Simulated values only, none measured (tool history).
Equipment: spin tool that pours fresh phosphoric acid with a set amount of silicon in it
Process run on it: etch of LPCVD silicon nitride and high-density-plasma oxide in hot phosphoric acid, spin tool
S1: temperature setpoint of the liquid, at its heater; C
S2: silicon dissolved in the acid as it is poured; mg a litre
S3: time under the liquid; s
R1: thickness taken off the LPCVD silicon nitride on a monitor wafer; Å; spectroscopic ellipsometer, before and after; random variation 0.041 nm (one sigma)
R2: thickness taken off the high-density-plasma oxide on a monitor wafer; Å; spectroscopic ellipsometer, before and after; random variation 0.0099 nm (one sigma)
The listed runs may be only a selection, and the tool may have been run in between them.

run	hour	S1	S2	S3	R1	R2
1	0	163	9	165	151.2	4.441
2	6.2	162	8.5	140	124.54	3.8513
3	11.9	161.5	10	120	105.84	3.2019
4	14.5	161.5	6.5	120	103.53	3.2748
5	22.8	161	7.5	105	91.36	2.5152
6	29.2	160.5	6	90	75.409	2.0466
7	38.1	160.5	6	90	75.659	2.2594
8	39.4	160	5.5	85	71.023	2.0301
9	47.6	159.5	5	80	65.564	2.2913
10	50.5	159.5	5	80	65.202	1.8992
11	58.8	159.5	5	75	60.723	1.8439
12	59.6	159.5	5.5	70	57.789	1.6185
13	63.6	158.5	5.5	40	31.392	0.72567
14	69.9	159	5.5	40	32.747	0.97978
15	77	159	5	40	32.505	0.95116
16	81.4	159	4.5	45	35.625	1.0527

The next listed run, before its measurement:
17	84	161.5	7	85	?	?

R1: 73.162 Å
R2: 2.4292 Å
